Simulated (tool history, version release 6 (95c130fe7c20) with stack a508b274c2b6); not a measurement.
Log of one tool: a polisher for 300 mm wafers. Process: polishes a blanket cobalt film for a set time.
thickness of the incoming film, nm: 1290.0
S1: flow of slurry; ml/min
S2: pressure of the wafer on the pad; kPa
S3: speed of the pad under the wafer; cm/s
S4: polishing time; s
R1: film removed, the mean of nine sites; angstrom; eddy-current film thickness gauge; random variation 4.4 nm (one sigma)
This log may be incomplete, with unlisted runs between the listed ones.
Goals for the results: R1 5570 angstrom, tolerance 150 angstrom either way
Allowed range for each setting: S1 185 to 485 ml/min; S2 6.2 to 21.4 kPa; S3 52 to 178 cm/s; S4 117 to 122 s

run,day,S1,S2,S3,S4,R1
1,0,310,13.8,114,117,7532
2,0.358,310,11.7,114,117,6571.7
3,0.592,310,11,114,117,6201
4,0.917,310,11,114,122,6529.1
5,1.15,310,11,114,122,6568.5
6,1.488,310,13.1,114,122,7459.3
7,1.579,310,12.4,114,122,7095.4
8,1.712,310,11.7,114,122,6833.4
9,1.792,310,11,114,122,6658.3
10,2.021,310,10.3,114,122,6260.7
11,2.233,305,9.7,114,122,5978.7

5 candidate next runs follow, results not yet known. Just one meets every target within its allowed miss. Identify it.
A,2.446,310,8.3,134,122,?
B,2.446,300,9.7,124,122,?
C,2.446,280,10.3,100,117,?
D,2.446,330,10.3,104,117,?
E,2.446,290,11.7,104,120,?

move,R1
A,6241
B,6411.8
C,5210.9
D,5498.8
E,6100.1
A: moves away from the targets compared with the last run
B: moves away from the targets compared with the last run
C: moves the result that the last run missed by most past its target, out the other side
D: every result lands within tolerance
E: moves away from the targets compared with the last run
The right move is D.
